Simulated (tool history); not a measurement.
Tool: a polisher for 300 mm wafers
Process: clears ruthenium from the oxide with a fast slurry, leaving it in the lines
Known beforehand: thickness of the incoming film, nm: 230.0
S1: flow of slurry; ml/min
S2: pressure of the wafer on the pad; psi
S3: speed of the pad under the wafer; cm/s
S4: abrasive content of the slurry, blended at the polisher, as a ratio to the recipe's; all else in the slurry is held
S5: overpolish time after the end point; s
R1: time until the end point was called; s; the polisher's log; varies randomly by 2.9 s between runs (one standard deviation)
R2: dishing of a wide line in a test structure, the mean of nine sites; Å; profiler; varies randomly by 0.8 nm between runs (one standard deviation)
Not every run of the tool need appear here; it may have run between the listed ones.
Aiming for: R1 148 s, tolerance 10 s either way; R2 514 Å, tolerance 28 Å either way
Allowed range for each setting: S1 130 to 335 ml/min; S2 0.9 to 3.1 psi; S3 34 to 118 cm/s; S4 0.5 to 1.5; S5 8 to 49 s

run	hour	S1	S2	S3	S4	S5	R1	R2
1	0	215	2	76	1	25	96.586	516.66
2	2.8	215	1.8	76	1	28	105.19	535.54
3	8.6	215	1.6	76	1	30	115.2	528.87
4	9.4	215	1.5	76	1	31	123.56	515.54
5	12.6	215	1.2	76	1	31	148.66	439.82
6	18.4	215	1.2	76	0.9	31	161.89	432.84
7	22.3	215	1.5	76	0.85	33	132.86	517.78
8	29.3	215	1.5	76	0.85	33	133.77	514.7

Consider the 5 candidate settings below. Which is the only one whose results all fall within their allowed miss of target?
A	36.3	255	1.7	68	1	32	?	?
B	36.3	180	1.8	84	0.85	28	?	?
C	36.3	180	1.7	72	0.9	32	?	?
D	36.3	215	1.4	86	1.05	30	?	?
E	36.3	195	1.2	76	1.05	36	?	?

move	R1	R2
A	121.6	538.21
B	103.53	551.56
C	123.63	530.23
D	113.37	540.87
E	145.75	508.3
A: moves away from the targets compared with the last run
B: moves away from the targets compared with the last run
C: moves away from the targets compared with the last run
D: moves away from the targets compared with the last run
E: all results land within tolerance of their targets
The right move is E.
